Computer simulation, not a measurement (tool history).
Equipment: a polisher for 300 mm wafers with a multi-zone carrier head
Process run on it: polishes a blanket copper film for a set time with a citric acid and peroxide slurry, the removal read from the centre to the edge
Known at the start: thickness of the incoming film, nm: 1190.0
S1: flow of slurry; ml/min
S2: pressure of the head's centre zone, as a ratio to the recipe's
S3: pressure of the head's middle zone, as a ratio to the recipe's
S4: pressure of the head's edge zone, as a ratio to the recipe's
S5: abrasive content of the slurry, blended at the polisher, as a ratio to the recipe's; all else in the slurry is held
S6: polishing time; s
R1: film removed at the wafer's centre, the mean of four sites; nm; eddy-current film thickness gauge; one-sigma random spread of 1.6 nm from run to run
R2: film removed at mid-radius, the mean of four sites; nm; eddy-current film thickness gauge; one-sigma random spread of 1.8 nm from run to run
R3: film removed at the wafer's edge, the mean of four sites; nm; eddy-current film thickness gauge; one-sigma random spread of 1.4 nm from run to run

run 1 hour=0 | S1=290 S2=1 S3=1 S4=1 S5=1 S6=48 | R1=103.37 R2=107.23 R3=105.84
run 2 hour=1.5 | S1=295 S2=1.03 S3=1.02 S4=1.03 S5=1.1 S6=50 | R1=115.07 R2=115.02 R3=116.24
run 3 hour=9.5 | S1=295 S2=1.03 S3=1.02 S4=0.99 S5=1.1 S6=50 | R1=115.23 R2=116.72 R3=113.76
run 4 hour=12.3 | S1=300 S2=1.05 S3=1.05 S4=1.01 S5=1.2 S6=51 | R1=122.92 R2=125.84 R3=122.01
run 5 hour=16.8 | S1=300 S2=1.05 S3=1.05 S4=0.94 S5=1.2 S6=51 | R1=121.17 R2=125.99 R3=114.43
run 6 hour=18.1 | S1=305 S2=1.08 S3=1.08 S4=0.98 S5=1.25 S6=51 | R1=126.64 R2=129.07 R3=118
run 7 hour=22.2 | S1=310 S2=1.1 S3=1.1 S4=1.01 S5=1.3 S6=52 | R1=134.32 R2=137.71 R3=123.32
run 8 hour=27.1 | S1=315 S2=1.11 S3=1.1 S4=1.04 S5=1.35 S6=53 | R1=140.51 R2=139.46 R3=132.33

Run 9, settings as shown, results not yet in. Your forecast:
run 9 hour=31.6 | S1=345 S2=1.17 S3=1.19 S4=1.11 S5=1.5 S6=54 | R1=? R2=? R3=?

R1: 153.23 nm
R2: 160.51 nm
R3: 142.02 nm
